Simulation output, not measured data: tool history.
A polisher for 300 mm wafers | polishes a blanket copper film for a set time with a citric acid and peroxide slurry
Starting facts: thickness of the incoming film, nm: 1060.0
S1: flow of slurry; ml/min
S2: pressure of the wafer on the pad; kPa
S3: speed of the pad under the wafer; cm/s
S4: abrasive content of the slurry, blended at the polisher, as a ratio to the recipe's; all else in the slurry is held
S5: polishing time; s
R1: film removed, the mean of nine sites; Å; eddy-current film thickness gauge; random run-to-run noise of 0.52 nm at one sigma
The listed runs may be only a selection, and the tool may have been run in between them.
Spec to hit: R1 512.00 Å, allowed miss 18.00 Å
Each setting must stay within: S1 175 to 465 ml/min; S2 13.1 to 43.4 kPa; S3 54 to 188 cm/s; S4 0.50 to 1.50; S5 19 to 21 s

Run 1, day 0.000: S1 295 ml/min, S2 28.3 kPa, S3 120 cm/s, S4 1.00, S5 21 s. Result: R1 856.04 Å.
Run 2, day 0.229: S1 295 ml/min, S2 28.3 kPa, S3 94 cm/s, S4 1.00, S5 21 s. Result: R1 674.88 Å.
Run 3, day 0.475: S1 295 ml/min, S2 27.6 kPa, S3 94 cm/s, S4 1.00, S5 21 s. Result: R1 661.27 Å.
Run 4, day 0.629: S1 295 ml/min, S2 33.1 kPa, S3 94 cm/s, S4 1.00, S5 21 s. Result: R1 789.08 Å.
Run 5, day 0.917: S1 295 ml/min, S2 26.9 kPa, S3 94 cm/s, S4 1.00, S5 21 s. Result: R1 633.96 Å.
Run 6, day 1.079: S1 295 ml/min, S2 26.2 kPa, S3 94 cm/s, S4 1.00, S5 21 s. Result: R1 626.70 Å.
Run 7, day 1.100: S1 295 ml/min, S2 25.5 kPa, S3 94 cm/s, S4 1.00, S5 21 s. Result: R1 610.09 Å.
Run 8, day 1.288: S1 295 ml/min, S2 25.5 kPa, S3 94 cm/s, S4 1.00, S5 21 s. Result: R1 611.57 Å.
Run 9, day 1.558: S1 295 ml/min, S2 24.8 kPa, S3 94 cm/s, S4 1.00, S5 21 s. Result: R1 598.68 Å.
Run 10, day 1.875: S1 295 ml/min, S2 24.1 kPa, S3 94 cm/s, S4 1.00, S5 21 s. Result: R1 588.52 Å.
Run 11, day 1.933: S1 295 ml/min, S2 23.4 kPa, S3 94 cm/s, S4 1.00, S5 21 s. Result: R1 571.76 Å.

Which one of the following 4 next-run settings gets every result inside its allowed miss? There is exactly one.
Run A, day 1.992: S1 215 ml/min, S2 30.3 kPa, S3 72 cm/s, S4 1.00, S5 20 s. Result: R1 ?.
Run B, day 1.992: S1 295 ml/min, S2 23.4 kPa, S3 90 cm/s, S4 0.95, S5 19 s. Result: R1 ?.
Run C, day 1.992: S1 300 ml/min, S2 22.8 kPa, S3 118 cm/s, S4 0.90, S5 21 s. Result: R1 ?.
Run D, day 1.992: S1 315 ml/min, S2 23.4 kPa, S3 108 cm/s, S4 0.85, S5 19 s. Result: R1 ?.

move      R1
   A  519.14
   B  487.85
   C  670.45
   D  566.32
A: each result inside its tolerance
B: takes the result that was furthest off past its target
C: moves away from the targets compared with the last run
D: closer than the last run, but not yet in spec
Correct choice: A, which meets every target

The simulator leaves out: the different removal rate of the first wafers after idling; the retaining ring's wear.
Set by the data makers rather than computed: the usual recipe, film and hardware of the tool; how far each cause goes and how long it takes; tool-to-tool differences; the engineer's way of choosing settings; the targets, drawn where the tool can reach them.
